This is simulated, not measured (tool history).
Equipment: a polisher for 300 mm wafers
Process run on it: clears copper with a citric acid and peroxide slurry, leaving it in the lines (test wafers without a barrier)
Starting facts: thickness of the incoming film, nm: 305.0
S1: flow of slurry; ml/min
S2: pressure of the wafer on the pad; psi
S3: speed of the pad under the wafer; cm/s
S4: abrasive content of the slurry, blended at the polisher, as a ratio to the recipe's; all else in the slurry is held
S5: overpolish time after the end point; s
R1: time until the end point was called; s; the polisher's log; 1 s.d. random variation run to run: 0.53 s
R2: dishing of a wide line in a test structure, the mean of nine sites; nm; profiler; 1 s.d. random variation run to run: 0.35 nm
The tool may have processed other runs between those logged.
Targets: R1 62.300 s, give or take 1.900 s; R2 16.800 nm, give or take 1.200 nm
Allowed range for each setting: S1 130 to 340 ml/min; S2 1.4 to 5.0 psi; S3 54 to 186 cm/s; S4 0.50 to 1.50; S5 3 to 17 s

{"run": 1, "day": 0.0, "S1": 220, "S2": 3.2, "S3": 118, "S4": 1.0, "S5": 9, "R1": 111.73, "R2": 14.425}
{"run": 2, "day": 0.233, "S1": 240, "S2": 3.2, "S3": 118, "S4": 1.0, "S5": 9, "R1": 111.91, "R2": 14.907}
{"run": 3, "day": 0.567, "S1": 240, "S2": 3.7, "S3": 120, "S4": 1.0, "S5": 8, "R1": 95.799, "R2": 15.695}
{"run": 4, "day": 0.908, "S1": 240, "S2": 4.1, "S3": 122, "S4": 1.0, "S5": 7, "R1": 84.421, "R2": 14.426}
{"run": 5, "day": 1.025, "S1": 240, "S2": 4.1, "S3": 122, "S4": 1.15, "S5": 7, "R1": 82.555, "R2": 15.535}
{"run": 6, "day": 1.183, "S1": 240, "S2": 4.1, "S3": 122, "S4": 1.25, "S5": 7, "R1": 80.48, "R2": 15.365}
{"run": 7, "day": 1.271, "S1": 240, "S2": 4.3, "S3": 122, "S4": 1.25, "S5": 7, "R1": 77.3, "R2": 16.361}
{"run": 8, "day": 1.567, "S1": 240, "S2": 4.5, "S3": 122, "S4": 1.25, "S5": 7, "R1": 74.017, "R2": 16.898}
{"run": 9, "day": 1.604, "S1": 245, "S2": 4.6, "S3": 124, "S4": 1.25, "S5": 7, "R1": 72.043, "R2": 17.175}
{"run": 10, "day": 1.954, "S1": 245, "S2": 4.7, "S3": 126, "S4": 1.25, "S5": 7, "R1": 69.097, "R2": 17.455}
{"run": 11, "day": 2.108, "S1": 260, "S2": 5.0, "S3": 128, "S4": 1.25, "S5": 5, "R1": 63.446, "R2": 14.372}
{"run": 12, "day": 2.479, "S1": 260, "S2": 5.0, "S3": 130, "S4": 1.25, "S5": 5, "R1": 62.476, "R2": 14.695}

Pick the move, out of 4, that brings all results within their allowed miss; only one does.
{"run": "A", "day": 2.85, "S1": 200, "S2": 4.8, "S3": 140, "S4": 1.25, "S5": 7, "R1": "?", "R2": "?"}
{"run": "B", "day": 2.85, "S1": 220, "S2": 4.9, "S3": 132, "S4": 1.4, "S5": 4, "R1": "?", "R2": "?"}
{"run": "C", "day": 2.85, "S1": 205, "S2": 4.9, "S3": 154, "S4": 0.75, "S5": 4, "R1": "?", "R2": "?"}
{"run": "D", "day": 2.85, "S1": 315, "S2": 4.7, "S3": 132, "S4": 1.45, "S5": 6, "R1": "?", "R2": "?"}

move=A R1=63.215 R2=19.001
move=B R1=63.277 R2=12.374
move=C R1=62.003 R2=12.578
move=D R1=62.941 R2=17.056
A: takes the biggest miss from the last run beyond its target
B: misses by more than the last run did
C: misses by more than the last run did
D: meets every target
The right move is D.
